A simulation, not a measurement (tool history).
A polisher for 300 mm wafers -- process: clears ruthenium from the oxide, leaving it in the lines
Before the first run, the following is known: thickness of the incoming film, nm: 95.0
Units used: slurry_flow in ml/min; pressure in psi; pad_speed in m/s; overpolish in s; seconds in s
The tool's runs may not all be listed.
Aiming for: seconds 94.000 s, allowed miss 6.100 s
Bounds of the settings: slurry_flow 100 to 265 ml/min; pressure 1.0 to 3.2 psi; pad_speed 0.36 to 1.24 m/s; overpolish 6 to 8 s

run,hour,slurry_flow,pressure,pad_speed,overpolish,seconds
1,0.0,170,2.1,0.80,8,125.040
2,4.2,170,2.3,0.82,8,113.360
3,5.9,170,2.4,0.82,8,110.500
4,12.4,170,2.4,0.62,8,146.310
5,19.2,190,2.4,0.62,8,139.140
6,21.5,210,2.4,0.62,8,137.820
7,28.1,210,2.6,0.64,8,129.840
8,34.1,210,2.6,0.64,8,129.540
9,42.1,210,2.8,0.70,8,109.590
10,51.1,210,2.9,0.70,8,107.720

Exercise: of the 5 proposed moves below, exactly one satisfies all targets within the stated allowed misses. Which move is it?
A,60.1,225,3.0,0.70,6,?
B,60.1,180,3.0,0.72,8,?
C,60.1,185,3.1,0.80,7,?
D,60.1,225,2.9,0.90,8,?
E,60.1,220,2.6,0.78,8,?

move,seconds
A,104.010
B,104.460
C,91.837
D,83.409
E,103.330
A: nearer the targets than the last run, but a result is still out of spec
B: nearer the targets than the last run, but a result is still out of spec
C: in spec on every target
D: takes the result that was furthest off past its target
E: nearer the targets than the last run, but a result is still out of spec
The move that meets every target is C.

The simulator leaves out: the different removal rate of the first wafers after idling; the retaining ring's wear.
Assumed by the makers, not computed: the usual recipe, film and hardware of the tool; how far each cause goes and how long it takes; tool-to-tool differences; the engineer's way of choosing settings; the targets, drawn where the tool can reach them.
